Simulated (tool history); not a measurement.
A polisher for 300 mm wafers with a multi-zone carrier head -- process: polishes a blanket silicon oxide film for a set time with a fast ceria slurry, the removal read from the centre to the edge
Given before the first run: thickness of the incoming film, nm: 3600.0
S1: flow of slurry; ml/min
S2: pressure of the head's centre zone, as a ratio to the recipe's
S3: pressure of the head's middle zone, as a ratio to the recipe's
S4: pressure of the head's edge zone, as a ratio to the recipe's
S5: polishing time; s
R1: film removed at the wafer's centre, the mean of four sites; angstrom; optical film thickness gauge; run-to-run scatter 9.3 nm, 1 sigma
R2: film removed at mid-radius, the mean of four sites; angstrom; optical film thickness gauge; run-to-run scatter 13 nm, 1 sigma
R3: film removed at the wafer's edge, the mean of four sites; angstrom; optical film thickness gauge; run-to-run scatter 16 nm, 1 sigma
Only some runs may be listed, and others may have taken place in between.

{"run": 1, "hour": 0.0, "S1": 140, "S2": 1, "S3": 1, "S4": 1, "S5": 88, "R1": 8855.9, "R2": 9369.2, "R3": 8689.4}
{"run": 2, "hour": 4.5, "S1": 150, "S2": 1, "S3": 1.02, "S4": 1.05, "S5": 94, "R1": 9722, "R2": 10157, "R3": 9608.8}
{"run": 3, "hour": 8.6, "S1": 150, "S2": 1.04, "S3": 1.02, "S4": 1.05, "S5": 94, "R1": 9951.9, "R2": 10337, "R3": 9531.9}
{"run": 4, "hour": 16.4, "S1": 150, "S2": 1.1, "S3": 1.02, "S4": 1.05, "S5": 94, "R1": 10359, "R2": 10122, "R3": 9694.8}
{"run": 5, "hour": 17.9, "S1": 150, "S2": 1.1, "S3": 1.02, "S4": 1.05, "S5": 105, "R1": 11499, "R2": 11501, "R3": 10606}
{"run": 6, "hour": 26.9, "S1": 150, "S2": 1.1, "S3": 1.02, "S4": 1.05, "S5": 113, "R1": 12472, "R2": 12385, "R3": 11779}
{"hour": 32.2, "done": "slurry nozzle cleaned"}
{"run": 7, "hour": 32.2, "S1": 150, "S2": 1.08, "S3": 1.03, "S4": 1.07, "S5": 114, "R1": 12916, "R2": 13211, "R3": 12042}
{"run": 8, "hour": 36.0, "S1": 140, "S2": 1.05, "S3": 1.02, "S4": 1.09, "S5": 114, "R1": 12388, "R2": 12605, "R3": 12222}

The next listed run, before its measurement:
{"run": 9, "hour": 44.1, "S1": 140, "S2": 1.03, "S3": 1.03, "S4": 1.09, "S5": 114, "R1": "?", "R2": "?", "R3": "?"}

{"run 9": {"R1": 12452, "R2": 12981, "R3": 12201}}
